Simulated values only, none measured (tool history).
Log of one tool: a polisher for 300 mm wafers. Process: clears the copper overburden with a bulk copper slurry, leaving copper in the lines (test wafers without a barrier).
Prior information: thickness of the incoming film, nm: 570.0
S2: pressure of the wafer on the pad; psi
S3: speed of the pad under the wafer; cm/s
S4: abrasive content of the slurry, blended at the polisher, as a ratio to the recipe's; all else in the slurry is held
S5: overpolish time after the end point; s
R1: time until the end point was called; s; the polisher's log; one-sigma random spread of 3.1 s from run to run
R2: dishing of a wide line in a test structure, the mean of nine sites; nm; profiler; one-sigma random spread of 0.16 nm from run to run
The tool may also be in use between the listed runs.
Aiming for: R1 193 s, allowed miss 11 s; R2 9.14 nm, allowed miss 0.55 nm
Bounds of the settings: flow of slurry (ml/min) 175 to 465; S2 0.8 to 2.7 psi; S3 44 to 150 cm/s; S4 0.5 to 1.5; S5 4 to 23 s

Run 1, hour 0: flow of slurry (ml/min) 295, S2 1.7 psi, S3 96 cm/s, S4 1, S5 12 s. Result: R1 99.377 s, R2 44.775 nm.
Run 2, hour 3.2: flow of slurry (ml/min) 295, S2 1.4 psi, S3 86 cm/s, S4 1, S5 9 s. Result: R1 130.72 s, R2 27.431 nm.
Run 3, hour 11.9: flow of slurry (ml/min) 330, S2 1.2 psi, S3 74 cm/s, S4 1.15, S5 7 s. Result: R1 173.5 s, R2 17.179 nm.
Run 4, hour 13.7: flow of slurry (ml/min) 295, S2 1.2 psi, S3 74 cm/s, S4 1.15, S5 7 s. Result: R1 173.51 s, R2 16.89 nm.
Run 5, hour 20.5: flow of slurry (ml/min) 295, S2 0.9 psi, S3 74 cm/s, S4 1.15, S5 7 s. Result: R1 224.15 s, R2 13.463 nm.
Run 6, hour 23: flow of slurry (ml/min) 280, S2 0.9 psi, S3 72 cm/s, S4 1.25, S5 6 s. Result: R1 230.74 s, R2 11.533 nm.
Run 7, hour 27.1: flow of slurry (ml/min) 245, S2 0.9 psi, S3 74 cm/s, S4 1.35, S5 5 s. Result: R1 223.99 s, R2 9.6961 nm.
Run 8, hour 35.4: flow of slurry (ml/min) 235, S2 1 psi, S3 74 cm/s, S4 1.4, S5 5 s. Result: R1 200.39 s, R2 10.875 nm.

Exactly one of the 4 candidate moves below puts every result within its allowed miss. Which one?
Run A, hour 43.7: flow of slurry (ml/min) 270, S2 0.9 psi, S3 82 cm/s, S4 1.45, S5 6 s. Result: R1 ?, R2 ?.
Run B, hour 43.7: flow of slurry (ml/min) 330, S2 1.1 psi, S3 78 cm/s, S4 1.45, S5 4 s. Result: R1 ?, R2 ?.
Run C, hour 43.7: flow of slurry (ml/min) 175, S2 1.2 psi, S3 68 cm/s, S4 1.35, S5 4 s. Result: R1 ?, R2 ?.
Run D, hour 43.7: flow of slurry (ml/min) 260, S2 1.1 psi, S3 80 cm/s, S4 1.4, S5 4 s. Result: R1 ?, R2 ?.

move      R1      R2
   A  192.97   12.87
   B   164.2  10.295
   C  189.57  8.9958
   D  165.42  10.223
A: the biggest miss grows against the last run
B: nearer than the last run, and not there yet
C: meets every target
D: nearer than the last run, and not there yet
So the answer is move C, the one that meets all the targets.
